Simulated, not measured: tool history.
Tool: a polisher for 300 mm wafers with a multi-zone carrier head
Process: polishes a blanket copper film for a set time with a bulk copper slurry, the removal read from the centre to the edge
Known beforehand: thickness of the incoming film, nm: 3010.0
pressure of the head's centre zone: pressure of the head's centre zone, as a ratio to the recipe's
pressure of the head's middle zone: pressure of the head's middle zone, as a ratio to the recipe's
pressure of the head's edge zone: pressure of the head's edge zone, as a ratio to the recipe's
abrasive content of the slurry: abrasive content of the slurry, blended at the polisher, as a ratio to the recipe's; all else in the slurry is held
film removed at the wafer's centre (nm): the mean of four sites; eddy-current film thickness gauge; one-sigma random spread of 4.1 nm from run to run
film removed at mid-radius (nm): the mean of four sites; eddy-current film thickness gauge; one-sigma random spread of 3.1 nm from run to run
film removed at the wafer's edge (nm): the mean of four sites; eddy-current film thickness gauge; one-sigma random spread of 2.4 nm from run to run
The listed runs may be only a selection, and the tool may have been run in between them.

run,hour,flow of slurry (ml/min),pressure of the head's centre zone,pressure of the head's middle zone,pressure of the head's edge zone,abrasive content of the slurry,polishing time (s),film removed at the wafer's centre (nm),film removed at mid-radius (nm),film removed at the wafer's edge (nm)
1,0.0,295,1.00,1.00,1.00,1.00,76,415.84,391.58,409.88
2,7.9,295,0.98,1.01,0.96,0.85,70,364.26,351.78,361.01
3,10.8,295,0.96,1.03,0.93,0.75,66,324.02,333.14,327.44
4,17.4,295,0.96,1.03,0.93,0.75,85,427.52,439.93,422.71
5,23.8,295,0.96,1.03,0.93,0.75,74,376.50,376.22,365.32
6,27.7,290,0.93,1.02,0.90,0.65,69,333.05,344.03,330.50
7,31.2,285,0.92,1.01,0.88,0.60,66,306.93,316.66,312.78
8,32.1,285,0.92,1.02,0.86,0.55,64,298.68,312.38,294.54
9,39.9,280,0.91,1.01,0.85,0.55,63,285.16,304.80,283.11
10,44.7,270,0.91,1.00,0.85,0.55,63,287.32,292.81,290.75

Expected results for the next run?
11,53.2,270,0.91,1.00,0.84,0.55,62,?,?,?

{"run 11": {"film removed at the wafer's centre (nm)": 290.7, "film removed at mid-radius (nm)": 293.35, "film removed at the wafer's edge (nm)": 278.14}}

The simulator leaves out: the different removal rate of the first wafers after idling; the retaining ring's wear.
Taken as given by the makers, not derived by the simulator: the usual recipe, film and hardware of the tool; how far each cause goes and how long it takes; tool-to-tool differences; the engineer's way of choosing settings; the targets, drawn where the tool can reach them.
